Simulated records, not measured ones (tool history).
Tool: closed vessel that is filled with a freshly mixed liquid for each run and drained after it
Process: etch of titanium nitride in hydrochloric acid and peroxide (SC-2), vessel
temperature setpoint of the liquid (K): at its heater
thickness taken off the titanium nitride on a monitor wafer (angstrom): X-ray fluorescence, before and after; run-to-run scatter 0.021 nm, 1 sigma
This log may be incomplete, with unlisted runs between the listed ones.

run,hour,temperature setpoint of the liquid (K),parts of water to one part each of 37 % hydrochloric acid and 30 % peroxide (parts by volume),time in the liquid (s),thickness taken off the titanium nitride on a monitor wafer (angstrom)
1,0,321.15,9,590,84.004
2,3.1,321.15,11,590,71.8
3,8.3,318.65,11,590,60.504
4,15.6,318.65,12.5,590,54.978
5,17.9,318.65,12.5,385,35.078
6,23.5,318.65,10,385,42.622

For run 7, what comes out?
7,30.1,311.65,10,385,?

{"run 7": {"thickness taken off the titanium nitride on a monitor wafer (angstrom)": 26.176}}
